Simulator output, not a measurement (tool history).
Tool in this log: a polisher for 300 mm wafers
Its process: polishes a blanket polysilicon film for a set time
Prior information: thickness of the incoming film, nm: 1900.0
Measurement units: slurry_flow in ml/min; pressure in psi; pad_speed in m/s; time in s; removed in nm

{"run": 1, "day": 0.0, "slurry_flow": 150, "pressure": 3.3, "pad_speed": 1.14, "time": 41, "removed": 529.9}
{"run": 2, "day": 0.246, "slurry_flow": 150, "pressure": 4.1, "pad_speed": 1.14, "time": 41, "removed": 612.93}
{"run": 3, "day": 0.35, "slurry_flow": 150, "pressure": 4.1, "pad_speed": 0.88, "time": 41, "removed": 466.12}
{"run": 4, "day": 0.571, "slurry_flow": 155, "pressure": 4.4, "pad_speed": 0.96, "time": 41, "removed": 541.84}
{"run": 5, "day": 0.875, "slurry_flow": 155, "pressure": 4, "pad_speed": 0.96, "time": 41, "removed": 508.82}
{"run": 6, "day": 1.075, "slurry_flow": 170, "pressure": 4.3, "pad_speed": 1, "time": 41, "removed": 559.88}

The next listed run, before its measurement:
{"run": 7, "day": 1.1, "slurry_flow": 170, "pressure": 4.5, "pad_speed": 1.06, "time": 41, "removed": "?"}

{"run 7": {"removed": 617.64}}

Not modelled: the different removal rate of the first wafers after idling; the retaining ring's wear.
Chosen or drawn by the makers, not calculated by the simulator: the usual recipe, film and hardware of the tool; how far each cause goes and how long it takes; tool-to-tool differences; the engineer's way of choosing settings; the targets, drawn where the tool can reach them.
